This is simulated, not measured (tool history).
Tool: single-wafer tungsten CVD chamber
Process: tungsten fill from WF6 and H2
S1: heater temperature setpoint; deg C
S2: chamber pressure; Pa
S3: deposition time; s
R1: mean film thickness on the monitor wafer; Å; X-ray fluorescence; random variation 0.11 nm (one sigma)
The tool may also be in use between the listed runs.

run  hour   S1    S2    S3      R1
  1     0  380  5666  15.3  346.75
  2   7.1  379  5666  15.3  341.19
  3   9.1  379  6613  15.3  365.02
  4  13.3  378  6613  15.3  355.72
  5  14.4  378  6613  15.3  355.94
  6  20.5  378  6239  15.3  347.18

Run 7 comes next. What will it give?
  7  27.4  373  6226  15.3   ?

R1: 307.25 Å
